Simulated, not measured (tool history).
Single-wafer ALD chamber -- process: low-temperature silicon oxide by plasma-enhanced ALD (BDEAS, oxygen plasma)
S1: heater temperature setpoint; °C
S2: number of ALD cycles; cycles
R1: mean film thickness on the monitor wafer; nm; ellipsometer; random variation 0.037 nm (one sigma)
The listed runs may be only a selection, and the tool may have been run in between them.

{"run": 1, "hour": 0.0, "S1": 105, "S2": 62, "R1": 7.866}
{"run": 2, "hour": 3.2, "S1": 96, "S2": 62, "R1": 8.1652}
{"run": 3, "hour": 5.2, "S1": 101, "S2": 62, "R1": 8.0072}
{"run": 4, "hour": 7.3, "S1": 101, "S2": 56, "R1": 7.2812}
{"hour": 11.4, "done": "thermocouple changed; heater temperature recalibrated"}
{"run": 5, "hour": 11.4, "S1": 99, "S2": 58, "R1": 7.4253}
{"run": 6, "hour": 12.0, "S1": 98, "S2": 60, "R1": 7.6545}

Run 7 is up next; what results do you expect?
{"run": 7, "hour": 18.3, "S1": 98, "S2": 62, "R1": "?"}

Logged for run 7: R1 7.9323 nm.
